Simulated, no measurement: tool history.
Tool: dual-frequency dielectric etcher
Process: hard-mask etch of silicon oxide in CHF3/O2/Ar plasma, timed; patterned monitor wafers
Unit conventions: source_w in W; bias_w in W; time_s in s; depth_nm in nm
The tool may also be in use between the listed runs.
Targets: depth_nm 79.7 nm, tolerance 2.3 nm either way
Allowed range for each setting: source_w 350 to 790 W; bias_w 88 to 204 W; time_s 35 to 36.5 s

{"run": 1, "hour": 0.0, "source_w": 570, "bias_w": 146, "time_s": 35, "depth_nm": 65.506}
{"run": 2, "hour": 1.2, "source_w": 570, "bias_w": 146, "time_s": 35, "depth_nm": 66.001}
{"run": 3, "hour": 6.0, "source_w": 500, "bias_w": 146, "time_s": 35, "depth_nm": 62.281}
{"run": 4, "hour": 13.2, "source_w": 530, "bias_w": 150, "time_s": 35, "depth_nm": 65.171}
{"run": 5, "hour": 14.7, "source_w": 460, "bias_w": 150, "time_s": 35, "depth_nm": 61.04}
{"run": 6, "hour": 20.0, "source_w": 460, "bias_w": 168, "time_s": 35, "depth_nm": 63.675}
{"run": 7, "hour": 26.3, "source_w": 490, "bias_w": 171, "time_s": 35, "depth_nm": 66.019}
{"run": 8, "hour": 30.9, "source_w": 600, "bias_w": 190, "time_s": 35.5, "depth_nm": 74.925}
{"run": 9, "hour": 36.3, "source_w": 600, "bias_w": 190, "time_s": 35.5, "depth_nm": 75.521}
{"run": 10, "hour": 39.9, "source_w": 610, "bias_w": 191, "time_s": 35.5, "depth_nm": 75.809}
{"run": 11, "hour": 48.2, "source_w": 620, "bias_w": 192, "time_s": 35.5, "depth_nm": 76.418}

Consider the 5 candidate settings below. Which is the only one whose results all fall within their allowed miss of target?
{"run": "A", "hour": 56.5, "source_w": 630, "bias_w": 171, "time_s": 35, "depth_nm": "?"}
{"run": "B", "hour": 56.5, "source_w": 560, "bias_w": 177, "time_s": 35.5, "depth_nm": "?"}
{"run": "C", "hour": 56.5, "source_w": 680, "bias_w": 176, "time_s": 35, "depth_nm": "?"}
{"run": "D", "hour": 56.5, "source_w": 490, "bias_w": 202, "time_s": 36.5, "depth_nm": "?"}
{"run": "E", "hour": 56.5, "source_w": 650, "bias_w": 194, "time_s": 36, "depth_nm": "?"}

move=A depth_nm=72.403
move=B depth_nm=71.197
move=C depth_nm=75.307
move=D depth_nm=73.287
move=E depth_nm=78.993
A: the biggest miss grows against the last run
B: the biggest miss grows against the last run
C: the biggest miss grows against the last run
D: the biggest miss grows against the last run
E: each result inside its tolerance
Go with E: it meets all targets.
